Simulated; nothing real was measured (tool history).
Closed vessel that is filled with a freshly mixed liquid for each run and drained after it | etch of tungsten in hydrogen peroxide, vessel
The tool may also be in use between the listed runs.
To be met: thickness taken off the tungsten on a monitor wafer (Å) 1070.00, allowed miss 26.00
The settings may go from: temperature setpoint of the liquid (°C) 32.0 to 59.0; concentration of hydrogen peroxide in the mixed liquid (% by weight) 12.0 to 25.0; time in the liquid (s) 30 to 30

run	hour	temperature setpoint of the liquid (°C)	concentration of hydrogen peroxide in the mixed liquid (% by weight)	time in the liquid (s)	thickness taken off the tungsten on a monitor wafer (Å)
1	0.0	43.0	17.0	30	460.83
2	7.1	43.0	17.0	30	459.05
3	14.7	47.0	17.0	30	596.16
4	23.7	47.0	15.0	30	560.42
5	25.8	50.5	15.0	30	695.90
6	28.4	46.0	15.0	30	524.78
7	31.2	47.5	15.0	30	571.58
8	32.1	49.0	15.0	30	630.08
9	32.8	50.0	15.0	30	678.57
10	33.9	51.0	15.0	30	713.82
11	40.7	52.0	15.0	30	759.62
12	49.3	52.5	15.0	30	772.41
13	54.6	53.0	15.0	30	801.69
14	56.1	53.5	15.0	30	830.39

Which of these 4 next moves meets every target?
A	57.6	51.0	13.0	30	?
B	57.6	59.0	13.0	30	?
C	57.6	48.0	15.0	30	?
D	57.6	46.0	16.5	30	?

move	thickness taken off the tungsten on a monitor wafer (Å)
A	665.76
B	1069.70
C	594.99
D	550.96
A: further off than the last run
B: meets every target
C: further off than the last run
D: further off than the last run
The right move is B.

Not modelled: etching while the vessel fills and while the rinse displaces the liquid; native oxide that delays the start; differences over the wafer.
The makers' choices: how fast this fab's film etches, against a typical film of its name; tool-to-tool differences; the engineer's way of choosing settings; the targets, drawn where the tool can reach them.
